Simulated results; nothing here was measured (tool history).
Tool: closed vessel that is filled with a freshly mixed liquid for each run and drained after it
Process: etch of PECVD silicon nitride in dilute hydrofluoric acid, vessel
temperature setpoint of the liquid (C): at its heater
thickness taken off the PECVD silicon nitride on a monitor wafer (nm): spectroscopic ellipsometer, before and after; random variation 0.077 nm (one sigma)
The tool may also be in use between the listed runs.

run,day,temperature setpoint of the liquid (C),parts of water to one part of 49 % hydrofluoric acid (parts by volume),time in the liquid (s),thickness taken off the PECVD silicon nitride on a monitor wafer (nm)
1,0,22,75,310,19.368
2,0.308,22,75,310,19.414
3,0.358,21.5,75,310,18.823
4,0.488,21,75,310,18.103
5,0.708,21,75,310,18.221
6,0.942,21,75,310,18.198

Forecast run 7:
7,0.979,20.5,75,310,?

Run 7 gave thickness taken off the PECVD silicon nitride on a monitor wafer (nm) 17.52.
